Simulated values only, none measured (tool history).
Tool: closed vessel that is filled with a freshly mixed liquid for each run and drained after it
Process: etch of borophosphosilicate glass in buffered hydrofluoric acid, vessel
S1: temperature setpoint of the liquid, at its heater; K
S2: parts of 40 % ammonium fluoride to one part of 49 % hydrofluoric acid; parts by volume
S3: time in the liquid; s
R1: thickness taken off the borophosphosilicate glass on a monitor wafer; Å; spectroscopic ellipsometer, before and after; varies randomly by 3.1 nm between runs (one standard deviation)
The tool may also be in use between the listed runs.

run	day	S1	S2	S3	R1
1	0.000	294.15	8	90	3098.6
2	0.062	295.15	8	90	3279.2
3	0.238	295.65	8	90	3381.3
4	0.304	296.15	8	90	3457.9
5	0.542	296.15	8	95	3647.2
6	0.683	296.65	8	95	3777.0

Run 7 has not been measured yet. What should we expect?
7	0.925	297.15	8	95	?

R1: 3893.6 Å
